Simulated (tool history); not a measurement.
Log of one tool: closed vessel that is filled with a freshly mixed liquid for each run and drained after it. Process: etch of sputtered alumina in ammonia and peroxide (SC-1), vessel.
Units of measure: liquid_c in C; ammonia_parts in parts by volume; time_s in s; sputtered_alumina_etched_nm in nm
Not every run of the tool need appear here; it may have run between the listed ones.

run    day  liquid_c  ammonia_parts  time_s  sputtered_alumina_etched_nm
  1  0.000      46.0           0.45     480                       14.461
  2  0.354      45.5           0.45     480                       13.987
  3  0.571      45.5           0.45     515                       15.069
  4  0.833      44.5           0.45     515                       14.309
  5  1.183      44.5           0.45     515                       14.197
     1.246  -- new drum of ammonia solution connected
  6  1.246      49.5           0.45     515                       18.954

Run 7 is up next; what results do you expect?
  7  1.500      41.5           0.45     515                            ?

sputtered_alumina_etched_nm: 12.043 nm
